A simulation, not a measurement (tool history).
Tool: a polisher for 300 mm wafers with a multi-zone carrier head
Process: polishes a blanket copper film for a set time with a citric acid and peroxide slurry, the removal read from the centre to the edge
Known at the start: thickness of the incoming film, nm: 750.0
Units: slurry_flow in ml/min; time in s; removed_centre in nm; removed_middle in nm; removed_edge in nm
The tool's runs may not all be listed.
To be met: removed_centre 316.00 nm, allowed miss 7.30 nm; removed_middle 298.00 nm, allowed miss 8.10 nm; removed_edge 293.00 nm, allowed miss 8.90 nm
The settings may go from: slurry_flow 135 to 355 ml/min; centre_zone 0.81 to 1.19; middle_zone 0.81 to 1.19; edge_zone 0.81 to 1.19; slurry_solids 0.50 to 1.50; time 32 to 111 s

{"run": 1, "day": 0.0, "slurry_flow": 225, "centre_zone": 1.0, "middle_zone": 1.0, "edge_zone": 1.0, "slurry_solids": 1.0, "time": 71, "removed_centre": 238.77, "removed_middle": 237.55, "removed_edge": 236.69}
{"run": 2, "day": 0.167, "slurry_flow": 240, "centre_zone": 1.03, "middle_zone": 1.02, "edge_zone": 1.04, "slurry_solids": 1.1, "time": 71, "removed_centre": 252.55, "removed_middle": 250.74, "removed_edge": 248.01}
{"run": 3, "day": 0.312, "slurry_flow": 240, "centre_zone": 1.03, "middle_zone": 1.02, "edge_zone": 1.01, "slurry_solids": 1.1, "time": 71, "removed_centre": 251.35, "removed_middle": 247.74, "removed_edge": 245.25}
{"run": 4, "day": 0.417, "slurry_flow": 240, "centre_zone": 1.06, "middle_zone": 1.02, "edge_zone": 1.01, "slurry_solids": 1.1, "time": 71, "removed_centre": 257.02, "removed_middle": 248.84, "removed_edge": 244.76}
{"run": 5, "day": 0.488, "slurry_flow": 240, "centre_zone": 1.06, "middle_zone": 1.02, "edge_zone": 1.01, "slurry_solids": 1.2, "time": 71, "removed_centre": 262.48, "removed_middle": 250.1, "removed_edge": 248.68}
{"run": 6, "day": 0.792, "slurry_flow": 240, "centre_zone": 1.06, "middle_zone": 1.07, "edge_zone": 1.01, "slurry_solids": 1.2, "time": 71, "removed_centre": 261.82, "removed_middle": 262.35, "removed_edge": 249.54}
{"run": 7, "day": 1.079, "slurry_flow": 305, "centre_zone": 1.16, "middle_zone": 1.13, "edge_zone": 1.11, "slurry_solids": 1.4, "time": 72, "removed_centre": 309.29, "removed_middle": 297.39, "removed_edge": 277.68}
{"run": 8, "day": 1.221, "slurry_flow": 310, "centre_zone": 1.16, "middle_zone": 1.13, "edge_zone": 1.13, "slurry_solids": 1.4, "time": 72, "removed_centre": 306.22, "removed_middle": 297.61, "removed_edge": 284.54}

4 next moves are on the table. One of them brings every result within its allowed miss. Which?
{"run": "A", "day": 1.362, "slurry_flow": 290, "centre_zone": 1.16, "middle_zone": 1.11, "edge_zone": 1.08, "slurry_solids": 1.5, "time": 76, "removed_centre": "?", "removed_middle": "?", "removed_edge": "?"}
{"run": "B", "day": 1.362, "slurry_flow": 285, "centre_zone": 1.12, "middle_zone": 1.15, "edge_zone": 1.19, "slurry_solids": 1.25, "time": 79, "removed_centre": "?", "removed_middle": "?", "removed_edge": "?"}
{"run": "C", "day": 1.362, "slurry_flow": 350, "centre_zone": 1.14, "middle_zone": 1.08, "edge_zone": 1.13, "slurry_solids": 1.05, "time": 79, "removed_centre": "?", "removed_middle": "?", "removed_edge": "?"}
{"run": "D", "day": 1.362, "slurry_flow": 350, "centre_zone": 1.18, "middle_zone": 1.18, "edge_zone": 1.19, "slurry_solids": 1.45, "time": 67, "removed_centre": "?", "removed_middle": "?", "removed_edge": "?"}

move=A removed_centre=324.27 removed_middle=313.02 removed_edge=294.39
move=B removed_centre=311.61 removed_middle=320.49 removed_edge=307.25
move=C removed_centre=309.86 removed_middle=296.58 removed_edge=291.16
move=D removed_centre=293.56 removed_middle=293.22 removed_edge=273.74
A: takes the result that was furthest off past its target
B: brings the result that was furthest off to its target, and leaves another outside
C: meets every target
D: further off than the last run
The right move is C.

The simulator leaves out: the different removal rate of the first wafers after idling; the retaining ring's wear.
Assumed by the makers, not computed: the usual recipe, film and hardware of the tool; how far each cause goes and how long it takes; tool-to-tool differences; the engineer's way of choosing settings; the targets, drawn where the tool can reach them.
